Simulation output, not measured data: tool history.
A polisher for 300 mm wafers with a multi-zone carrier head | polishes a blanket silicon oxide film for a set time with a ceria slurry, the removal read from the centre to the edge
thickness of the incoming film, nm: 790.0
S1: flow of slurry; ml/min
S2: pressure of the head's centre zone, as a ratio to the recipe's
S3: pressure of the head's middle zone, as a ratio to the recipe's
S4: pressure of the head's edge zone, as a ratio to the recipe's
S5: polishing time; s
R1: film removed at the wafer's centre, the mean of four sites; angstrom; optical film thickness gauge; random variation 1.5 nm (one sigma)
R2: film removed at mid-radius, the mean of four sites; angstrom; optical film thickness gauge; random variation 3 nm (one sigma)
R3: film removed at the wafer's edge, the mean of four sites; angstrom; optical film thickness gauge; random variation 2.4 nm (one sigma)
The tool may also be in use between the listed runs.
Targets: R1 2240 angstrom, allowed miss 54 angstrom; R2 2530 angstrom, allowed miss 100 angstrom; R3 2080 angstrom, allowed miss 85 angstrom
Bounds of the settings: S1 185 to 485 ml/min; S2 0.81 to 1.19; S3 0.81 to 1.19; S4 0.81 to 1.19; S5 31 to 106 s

run  hour   S1    S2    S3    S4  S5      R1      R2      R3
  1     0  310     1     1     1  68    1682  1678.9  1672.7
  2   1.9  310     1  1.04     1  68  1689.1  1763.7  1660.6
  3   5.5  310     1  1.09     1  68  1673.8    1814  1667.5
  4   6.5  310     1  1.12     1  68  1674.5  1825.4  1688.3
  5   8.3  270     1  1.12     1  68    1661  1813.4    1631
  6  15.8  295  1.01  1.14  0.96  74  1824.9  2035.6  1787.3
  7  24.3  315  1.03  1.16  0.93  78  1967.8  2215.2  1842.9
  8  32.1  335  1.04  1.17  0.94  80  2055.1    2281  1931.8
  9  40.1  340  1.04  1.18  0.93  82  2119.3  2314.2  1960.3
 10  47.7  335  1.03  1.18  0.92  84  2134.2  2405.6  1947.3
 11  48.9  335  1.03  1.18  0.93  85  2178.4    2435  2043.7

Which of these 4 next moves meets every target?
  A  50.1  400     1  1.06  1.15  88   ?   ?   ?
  B  50.1  310  1.07  1.17  0.85  82   ?   ?   ?
  C  50.1  310  0.96  1.11  0.81  93   ?   ?   ?
  D  50.1  305     1  1.17  0.98  86   ?   ?   ?

move      R1      R2      R3
   A  2227.8  2368.7  2293.3
   B  2129.3  2348.3  1812.8
   C  2229.2  2546.5  2014.4
   D  2120.5  2458.9  2027.8
A: brings the result that was furthest off to its target, and leaves another outside
B: further off than the last run
C: meets every target
D: further off than the last run
Answer: C
